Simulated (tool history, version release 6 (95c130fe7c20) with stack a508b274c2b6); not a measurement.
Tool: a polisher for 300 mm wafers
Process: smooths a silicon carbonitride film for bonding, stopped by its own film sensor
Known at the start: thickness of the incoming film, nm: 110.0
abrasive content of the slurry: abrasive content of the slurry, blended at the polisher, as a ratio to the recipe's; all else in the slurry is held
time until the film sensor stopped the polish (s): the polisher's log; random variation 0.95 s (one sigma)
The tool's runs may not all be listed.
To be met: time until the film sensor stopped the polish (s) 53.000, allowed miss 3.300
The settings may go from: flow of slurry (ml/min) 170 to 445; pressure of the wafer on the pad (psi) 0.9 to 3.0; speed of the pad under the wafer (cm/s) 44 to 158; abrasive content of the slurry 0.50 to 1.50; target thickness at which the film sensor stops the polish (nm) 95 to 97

| run | day | flow of slurry (ml/min) | pressure of the wafer on the pad (psi) | speed of the pad under the wafer (cm/s) | abrasive content of the slurry | target thickness at which the film sensor stops the polish (nm) | time until the film sensor stopped the polish (s) |
|---|---|---|---|---|---|---|---|
| 1 | 0.000 | 285 | 1.9 | 100 | 1.00 | 95 | 72.336 |
| 2 | 0.054 | 285 | 2.0 | 102 | 1.00 | 95 | 68.041 |
| 3 | 0.396 | 285 | 2.0 | 102 | 0.85 | 95 | 72.798 |
| 4 | 0.546 | 285 | 2.0 | 90 | 0.85 | 95 | 80.083 |
| 5 | 0.679 | 285 | 2.0 | 90 | 0.85 | 97 | 68.104 |
| 6 | 0.775 | 285 | 2.1 | 92 | 0.85 | 97 | 66.379 |
|  | 0.954 | slurry nozzle cleaned |
| 7 | 0.954 | 285 | 2.2 | 94 | 0.85 | 97 | 60.413 |
| 8 | 1.146 | 285 | 2.3 | 94 | 0.85 | 97 | 57.240 |
| 9 | 1.421 | 285 | 2.3 | 94 | 0.85 | 97 | 57.248 |

Which of these 4 next moves meets every target?
| A | 1.696 | 280 | 2.1 | 114 | 1.00 | 96 | ? |
| B | 1.696 | 260 | 2.3 | 90 | 0.75 | 97 | ? |
| C | 1.696 | 290 | 2.0 | 102 | 1.00 | 95 | ? |
| D | 1.696 | 265 | 2.3 | 84 | 0.95 | 96 | ? |

| move | time until the film sensor stopped the polish (s) |
|---|---|
| A | 53.780 |
| B | 62.612 |
| C | 64.538 |
| D | 62.743 |
A: meets every target
B: further off than the last run
C: further off than the last run
D: further off than the last run
The right move is A.
